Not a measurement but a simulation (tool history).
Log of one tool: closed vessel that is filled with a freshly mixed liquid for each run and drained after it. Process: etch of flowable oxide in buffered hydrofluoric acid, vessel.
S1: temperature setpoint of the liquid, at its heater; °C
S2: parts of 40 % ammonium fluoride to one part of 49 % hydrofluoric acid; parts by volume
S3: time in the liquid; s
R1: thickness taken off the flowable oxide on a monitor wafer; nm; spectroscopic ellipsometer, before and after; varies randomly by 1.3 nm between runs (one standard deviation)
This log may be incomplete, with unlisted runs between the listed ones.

run  hour    S1    S2  S3      R1
  1     0    24  13.5  90  190.48
  2   6.2  24.5  13.5  90  195.65
  3  10.3    25  13.5  90  201.72
  4  18.1  21.5  13.5  90  163.81
  5  20.6  20.5  13.5  90  155.73
  6    25    17  13.5  90  129.16
  7  27.9  18.5  13.5  90  139.55
  8  28.4    20  13.5  90  152.31

Forecast run 9:
  9  33.1  21  13.5  90   ?

{"run 9": {"R1": 158.47}}
